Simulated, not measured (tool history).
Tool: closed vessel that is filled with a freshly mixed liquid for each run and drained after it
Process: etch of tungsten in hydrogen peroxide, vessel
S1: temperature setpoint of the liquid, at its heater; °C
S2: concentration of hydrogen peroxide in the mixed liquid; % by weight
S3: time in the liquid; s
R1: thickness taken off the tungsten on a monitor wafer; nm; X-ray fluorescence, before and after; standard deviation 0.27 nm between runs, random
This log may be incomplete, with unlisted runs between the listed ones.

| run | hour | S1 | S2 | S3 | R1 |
|---|---|---|---|---|---|
| 1 | 0 | 51 | 20 | 30 | 24.983 |
| 2 | 6.4 | 56.5 | 20 | 30 | 34.409 |
| 3 | 11.3 | 56.5 | 22.5 | 30 | 37.032 |
| 4 | 15.9 | 56.5 | 22.5 | 30 | 36.292 |
| 5 | 25.1 | 61 | 22.5 | 30 | 47.661 |
| 6 | 29.7 | 66 | 22.5 | 30 | 62.948 |
| 7 | 35.3 | 64.5 | 22.5 | 30 | 58.169 |

For run 8, what comes out?
| 8 | 38 | 58.5 | 22.5 | 30 | ? |

{"run 8": {"R1": 41.233}}

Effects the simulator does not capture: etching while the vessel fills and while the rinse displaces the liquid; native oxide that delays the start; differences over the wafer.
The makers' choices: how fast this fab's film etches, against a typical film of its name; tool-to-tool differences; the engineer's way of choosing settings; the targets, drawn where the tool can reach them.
